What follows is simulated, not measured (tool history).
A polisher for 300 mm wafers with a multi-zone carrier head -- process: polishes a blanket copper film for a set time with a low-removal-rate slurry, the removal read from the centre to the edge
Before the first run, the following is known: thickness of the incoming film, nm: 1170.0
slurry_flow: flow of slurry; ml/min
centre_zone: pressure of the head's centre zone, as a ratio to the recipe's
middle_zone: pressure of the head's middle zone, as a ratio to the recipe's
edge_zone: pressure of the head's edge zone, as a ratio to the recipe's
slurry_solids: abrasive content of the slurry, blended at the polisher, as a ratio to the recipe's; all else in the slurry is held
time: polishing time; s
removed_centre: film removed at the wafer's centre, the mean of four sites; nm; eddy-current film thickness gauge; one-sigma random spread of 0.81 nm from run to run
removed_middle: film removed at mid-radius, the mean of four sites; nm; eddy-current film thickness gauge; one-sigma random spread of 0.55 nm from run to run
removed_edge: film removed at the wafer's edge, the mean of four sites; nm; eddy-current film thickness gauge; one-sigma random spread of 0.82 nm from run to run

{"run": 1, "hour": 0.0, "slurry_flow": 310, "centre_zone": 1, "middle_zone": 1, "edge_zone": 1, "slurry_solids": 1, "time": 32, "removed_centre": 106.11, "removed_middle": 108.88, "removed_edge": 106.76}
{"run": 2, "hour": 1.7, "slurry_flow": 305, "centre_zone": 0.97, "middle_zone": 0.99, "edge_zone": 0.98, "slurry_solids": 0.9, "time": 31, "removed_centre": 96.311, "removed_middle": 103.96, "removed_edge": 100}
{"run": 3, "hour": 7.0, "slurry_flow": 300, "centre_zone": 0.95, "middle_zone": 0.97, "edge_zone": 0.96, "slurry_solids": 0.85, "time": 30, "removed_centre": 88.714, "removed_middle": 97.443, "removed_edge": 93.56}
{"run": 4, "hour": 13.1, "slurry_flow": 295, "centre_zone": 0.93, "middle_zone": 0.95, "edge_zone": 0.94, "slurry_solids": 0.8, "time": 30, "removed_centre": 87.207, "removed_middle": 92.904, "removed_edge": 93.533}
{"run": 5, "hour": 15.1, "slurry_flow": 295, "centre_zone": 0.93, "middle_zone": 0.95, "edge_zone": 0.99, "slurry_solids": 0.8, "time": 30, "removed_centre": 87.924, "removed_middle": 92.935, "removed_edge": 95.986}
{"run": 6, "hour": 20.6, "slurry_flow": 295, "centre_zone": 0.93, "middle_zone": 0.95, "edge_zone": 1.03, "slurry_solids": 0.8, "time": 30, "removed_centre": 86.277, "removed_middle": 93.082, "removed_edge": 94.144}
{"run": 7, "hour": 25.6, "slurry_flow": 300, "centre_zone": 0.92, "middle_zone": 0.96, "edge_zone": 1.03, "slurry_solids": 0.75, "time": 29, "removed_centre": 83.39, "removed_middle": 89.876, "removed_edge": 91.565}
{"run": 8, "hour": 26.9, "slurry_flow": 235, "centre_zone": 0.82, "middle_zone": 0.99, "edge_zone": 0.93, "slurry_solids": 0.5, "time": 25, "removed_centre": 56.882, "removed_middle": 70.514, "removed_edge": 66.134}
{"run": 9, "hour": 34.1, "slurry_flow": 255, "centre_zone": 0.83, "middle_zone": 0.99, "edge_zone": 0.94, "slurry_solids": 0.5, "time": 25, "removed_centre": 58.722, "removed_middle": 71.702, "removed_edge": 69.797}
{"run": 10, "hour": 40.6, "slurry_flow": 265, "centre_zone": 0.84, "middle_zone": 1, "edge_zone": 0.94, "slurry_solids": 0.5, "time": 25, "removed_centre": 60.138, "removed_middle": 73.135, "removed_edge": 69.86}
{"run": 11, "hour": 44.6, "slurry_flow": 275, "centre_zone": 0.84, "middle_zone": 1, "edge_zone": 0.94, "slurry_solids": 0.5, "time": 25, "removed_centre": 58.068, "removed_middle": 73.019, "removed_edge": 69.397}
{"run": 12, "hour": 51.9, "slurry_flow": 275, "centre_zone": 0.84, "middle_zone": 1, "edge_zone": 0.94, "slurry_solids": 0.5, "time": 25, "removed_centre": 58.449, "removed_middle": 73.417, "removed_edge": 70.412}

Run 13 comes next. What will it give?
{"run": 13, "hour": 58.6, "slurry_flow": 280, "centre_zone": 0.85, "middle_zone": 1, "edge_zone": 0.94, "slurry_solids": 0.5, "time": 25, "removed_centre": "?", "removed_middle": "?", "removed_edge": "?"}

{"run 13": {"removed_centre": 60.9, "removed_middle": 73.666, "removed_edge": 69.724}}
